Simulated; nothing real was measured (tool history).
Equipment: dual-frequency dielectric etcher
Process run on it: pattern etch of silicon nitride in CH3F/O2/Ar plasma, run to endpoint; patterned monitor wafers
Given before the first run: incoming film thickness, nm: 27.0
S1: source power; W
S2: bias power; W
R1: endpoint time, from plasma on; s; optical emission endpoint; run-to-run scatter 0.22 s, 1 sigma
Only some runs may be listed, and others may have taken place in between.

run 1 hour=0 | S1=420 S2=52 | R1=43.543
run 2 hour=3.2 | S1=430 S2=53 | R1=42.977
run 3 hour=5.4 | S1=370 S2=53 | R1=46.475
run 4 hour=9.6 | S1=390 S2=53 | R1=45.026
run 5 hour=11.4 | S1=390 S2=60 | R1=42.922
run 6 hour=12.4 | S1=400 S2=60 | R1=42.737
run 7 hour=18.6 | S1=410 S2=60 | R1=42.073
run 8 hour=19.2 | S1=420 S2=60 | R1=41.747

Expected results for the next run?
run 9 hour=23.4 | S1=430 S2=60 | R1=?

Run 9 came out at R1 40.656 s.

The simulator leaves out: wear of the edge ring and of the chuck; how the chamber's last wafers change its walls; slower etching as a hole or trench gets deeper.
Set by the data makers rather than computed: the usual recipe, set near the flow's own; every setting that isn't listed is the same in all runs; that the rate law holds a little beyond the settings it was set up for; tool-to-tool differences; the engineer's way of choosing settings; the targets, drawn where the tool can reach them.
